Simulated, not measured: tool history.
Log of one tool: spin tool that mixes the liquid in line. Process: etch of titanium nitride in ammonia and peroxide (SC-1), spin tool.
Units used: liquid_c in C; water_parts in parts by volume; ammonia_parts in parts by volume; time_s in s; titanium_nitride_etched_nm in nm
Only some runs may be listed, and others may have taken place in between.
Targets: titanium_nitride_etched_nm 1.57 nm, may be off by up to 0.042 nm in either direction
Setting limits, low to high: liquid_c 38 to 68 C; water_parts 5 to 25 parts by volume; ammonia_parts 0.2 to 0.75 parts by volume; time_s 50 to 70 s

Run 1, hour 0: liquid_c 52 C, water_parts 14 parts by volume, ammonia_parts 0.45 parts by volume, time_s 70 s. Result: titanium_nitride_etched_nm 2.2814 nm.
Run 2, hour 6.1: liquid_c 51 C, water_parts 14 parts by volume, ammonia_parts 0.45 parts by volume, time_s 70 s. Result: titanium_nitride_etched_nm 2.162 nm.
Run 3, hour 8.2: liquid_c 50.5 C, water_parts 14 parts by volume, ammonia_parts 0.45 parts by volume, time_s 70 s. Result: titanium_nitride_etched_nm 2.0721 nm.
Run 4, hour 16.9: liquid_c 50.5 C, water_parts 14 parts by volume, ammonia_parts 0.45 parts by volume, time_s 70 s. Result: titanium_nitride_etched_nm 2.0553 nm.
Run 5, hour 21.6: liquid_c 56.5 C, water_parts 14 parts by volume, ammonia_parts 0.45 parts by volume, time_s 70 s. Result: titanium_nitride_etched_nm 3.0792 nm.
Run 6, hour 30.3: liquid_c 55 C, water_parts 14 parts by volume, ammonia_parts 0.45 parts by volume, time_s 70 s. Result: titanium_nitride_etched_nm 2.8164 nm.
Run 7, hour 36.4: liquid_c 54 C, water_parts 14 parts by volume, ammonia_parts 0.45 parts by volume, time_s 70 s. Result: titanium_nitride_etched_nm 2.65 nm.
Run 8, hour 43.3: liquid_c 53 C, water_parts 14 parts by volume, ammonia_parts 0.45 parts by volume, time_s 70 s. Result: titanium_nitride_etched_nm 2.4553 nm.
Run 9, hour 50.3: liquid_c 52 C, water_parts 14 parts by volume, ammonia_parts 0.45 parts by volume, time_s 70 s. Result: titanium_nitride_etched_nm 2.2944 nm.
Run 10, hour 55: liquid_c 51 C, water_parts 14 parts by volume, ammonia_parts 0.45 parts by volume, time_s 70 s. Result: titanium_nitride_etched_nm 2.1452 nm.
Run 11, hour 55.5: liquid_c 50.5 C, water_parts 14 parts by volume, ammonia_parts 0.45 parts by volume, time_s 70 s. Result: titanium_nitride_etched_nm 2.0659 nm.
Run 12, hour 58.7: liquid_c 50 C, water_parts 14 parts by volume, ammonia_parts 0.45 parts by volume, time_s 70 s. Result: titanium_nitride_etched_nm 1.9935 nm.
Run 13, hour 59.5: liquid_c 46 C, water_parts 14 parts by volume, ammonia_parts 0.45 parts by volume, time_s 70 s. Result: titanium_nitride_etched_nm 1.5151 nm.

Below are 5 possible settings for the next run. Only one of them brings all results inside the allowed miss of their targets. Which is it?
Run A, hour 60.3: liquid_c 44 C, water_parts 10.5 parts by volume, ammonia_parts 0.35 parts by volume, time_s 70 s. Result: titanium_nitride_etched_nm ?.
Run B, hour 60.3: liquid_c 49.5 C, water_parts 12.5 parts by volume, ammonia_parts 0.5 parts by volume, time_s 50 s. Result: titanium_nitride_etched_nm ?.
Run C, hour 60.3: liquid_c 51 C, water_parts 15.5 parts by volume, ammonia_parts 0.45 parts by volume, time_s 50 s. Result: titanium_nitride_etched_nm ?.
Run D, hour 60.3: liquid_c 50 C, water_parts 19 parts by volume, ammonia_parts 0.2 parts by volume, time_s 70 s. Result: titanium_nitride_etched_nm ?.
Run E, hour 60.3: liquid_c 47.5 C, water_parts 14 parts by volume, ammonia_parts 0.3 parts by volume, time_s 70 s. Result: titanium_nitride_etched_nm ?.

move  titanium_nitride_etched_nm
   A                      1.4614
   B                      1.4993
   C                      1.4535
   D                      1.4542
   E                      1.5623
A: further off than the last run
B: further off than the last run
C: further off than the last run
D: further off than the last run
E: every result lands within tolerance
Answer: E
